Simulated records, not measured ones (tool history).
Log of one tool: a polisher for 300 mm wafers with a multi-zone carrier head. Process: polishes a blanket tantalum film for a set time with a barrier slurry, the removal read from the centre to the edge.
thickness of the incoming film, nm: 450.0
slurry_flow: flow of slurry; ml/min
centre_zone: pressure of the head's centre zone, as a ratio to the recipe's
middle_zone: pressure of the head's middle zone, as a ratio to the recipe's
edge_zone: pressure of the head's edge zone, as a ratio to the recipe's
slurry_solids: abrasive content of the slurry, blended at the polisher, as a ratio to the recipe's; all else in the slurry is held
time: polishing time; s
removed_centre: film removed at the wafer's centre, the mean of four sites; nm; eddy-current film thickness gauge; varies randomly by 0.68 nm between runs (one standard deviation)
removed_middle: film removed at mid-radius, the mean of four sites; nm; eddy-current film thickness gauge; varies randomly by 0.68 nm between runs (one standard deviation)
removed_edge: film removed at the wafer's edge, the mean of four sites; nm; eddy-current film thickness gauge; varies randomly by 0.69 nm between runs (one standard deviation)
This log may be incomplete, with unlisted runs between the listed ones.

run	hour	slurry_flow	centre_zone	middle_zone	edge_zone	slurry_solids	time	removed_centre	removed_middle	removed_edge
1	0	190	1	1	1	1	71	64.129	62.838	64.467
2	5.8	190	1.01	1	0.98	0.9	70	62.557	63.085	61.972
3	12.6	190	1.01	1	0.98	0.75	70	58.515	56.01	57.165
4	14.8	190	1.02	1	0.96	0.7	69	56.095	55.448	51.834
5	19.5	185	1.03	0.98	0.96	0.7	69	55.618	53.561	53.831
6	25.5	190	1.05	0.97	0.95	0.65	69	55.124	53.651	51.588
7	30.6	190	1.07	0.96	0.95	0.65	69	56.837	51.041	51.514
8	38.9	190	1.08	0.96	0.94	0.65	69	57.186	51.581	51.676
9	46	190	1.09	0.96	0.93	0.65	69	58.157	50.655	51.406

Run 10, settings as shown, results not yet in. Your forecast:
10	47.9	190	1.09	0.96	0.92	0.65	69	?	?	?

Run 10 produced removed_centre 59.066 nm, removed_middle 51.82 nm, removed_edge 50.895 nm.
